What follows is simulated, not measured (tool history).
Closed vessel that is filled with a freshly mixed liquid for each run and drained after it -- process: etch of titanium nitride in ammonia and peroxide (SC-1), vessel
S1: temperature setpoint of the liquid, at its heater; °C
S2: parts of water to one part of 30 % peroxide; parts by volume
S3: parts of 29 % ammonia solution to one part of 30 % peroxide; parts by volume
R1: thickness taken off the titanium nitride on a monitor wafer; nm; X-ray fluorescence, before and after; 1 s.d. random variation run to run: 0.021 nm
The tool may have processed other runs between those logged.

Run 1, hour 0.0: S1 63.0 °C, S2 29.0 parts by volume, S3 0.85 parts by volume, time in the liquid (s) 30. Result: R1 2.2066 nm.
Run 2, hour 1.6: S1 64.5 °C, S2 28.5 parts by volume, S3 0.85 parts by volume, time in the liquid (s) 30. Result: R1 2.4681 nm.
Run 3, hour 5.5: S1 64.5 °C, S2 28.5 parts by volume, S3 0.85 parts by volume, time in the liquid (s) 30. Result: R1 2.4721 nm.
Run 4, hour 10.7: S1 64.5 °C, S2 28.5 parts by volume, S3 1.10 parts by volume, time in the liquid (s) 30. Result: R1 2.5739 nm.
Run 5, hour 16.5: S1 64.5 °C, S2 28.5 parts by volume, S3 1.00 parts by volume, time in the liquid (s) 30. Result: R1 2.5326 nm.
Run 6, hour 20.0: S1 64.5 °C, S2 28.5 parts by volume, S3 1.00 parts by volume, time in the liquid (s) 30. Result: R1 2.5313 nm.
At hour 28.9: ammonia flow meter replaced.
Run 7, hour 28.9: S1 64.5 °C, S2 28.5 parts by volume, S3 1.00 parts by volume, time in the liquid (s) 30. Result: R1 2.5068 nm.

Forecast run 8:
Run 8, hour 36.4: S1 65.5 °C, S2 28.5 parts by volume, S3 1.00 parts by volume, time in the liquid (s) 30. Result: R1 ?.

Run 8 measured R1 2.6652 nm.
